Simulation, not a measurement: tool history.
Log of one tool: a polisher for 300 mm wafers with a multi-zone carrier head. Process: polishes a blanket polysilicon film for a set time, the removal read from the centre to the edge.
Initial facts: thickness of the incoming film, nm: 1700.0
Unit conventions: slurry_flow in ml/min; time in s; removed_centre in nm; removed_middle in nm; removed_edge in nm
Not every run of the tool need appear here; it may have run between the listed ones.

{"run": 1, "hour": 0.0, "slurry_flow": 280, "centre_zone": 1.0, "middle_zone": 1.0, "edge_zone": 1.0, "time": 75, "removed_centre": 469.22, "removed_middle": 464.71, "removed_edge": 457.98}
{"run": 2, "hour": 2.2, "slurry_flow": 280, "centre_zone": 1.08, "middle_zone": 1.0, "edge_zone": 1.0, "time": 75, "removed_centre": 512.37, "removed_middle": 458.75, "removed_edge": 463.24}
{"run": 3, "hour": 4.9, "slurry_flow": 280, "centre_zone": 1.16, "middle_zone": 1.0, "edge_zone": 1.0, "time": 75, "removed_centre": 552.55, "removed_middle": 463.38, "removed_edge": 460.09}
{"run": 4, "hour": 8.6, "slurry_flow": 285, "centre_zone": 1.1, "middle_zone": 1.04, "edge_zone": 1.05, "time": 79, "removed_centre": 542.82, "removed_middle": 497.98, "removed_edge": 508.32}
{"run": 5, "hour": 10.5, "slurry_flow": 295, "centre_zone": 1.07, "middle_zone": 1.09, "edge_zone": 1.07, "time": 82, "removed_centre": 551.31, "removed_middle": 540.16, "removed_edge": 525.66}
{"run": 6, "hour": 16.1, "slurry_flow": 300, "centre_zone": 1.04, "middle_zone": 1.11, "edge_zone": 1.1, "time": 84, "removed_centre": 557.31, "removed_middle": 565.5, "removed_edge": 545.09}
{"run": 7, "hour": 22.4, "slurry_flow": 300, "centre_zone": 1.0, "middle_zone": 1.12, "edge_zone": 1.13, "time": 86, "removed_centre": 540.79, "removed_middle": 582.61, "removed_edge": 564.54}
{"run": 8, "hour": 25.9, "slurry_flow": 305, "centre_zone": 0.98, "middle_zone": 1.13, "edge_zone": 1.15, "time": 87, "removed_centre": 543.07, "removed_middle": 601.79, "removed_edge": 571.69}
{"run": 9, "hour": 29.5, "slurry_flow": 300, "centre_zone": 0.96, "middle_zone": 1.12, "edge_zone": 1.16, "time": 89, "removed_centre": 542.09, "removed_middle": 599.13, "removed_edge": 587.53}

Predict the results of run 10:
{"run": 10, "hour": 30.1, "slurry_flow": 305, "centre_zone": 0.95, "middle_zone": 1.12, "edge_zone": 1.17, "time": 90, "removed_centre": "?", "removed_middle": "?", "removed_edge": "?"}

Run 10 came out at removed_centre 549.12 nm, removed_middle 606.72 nm, removed_edge 610.23 nm.
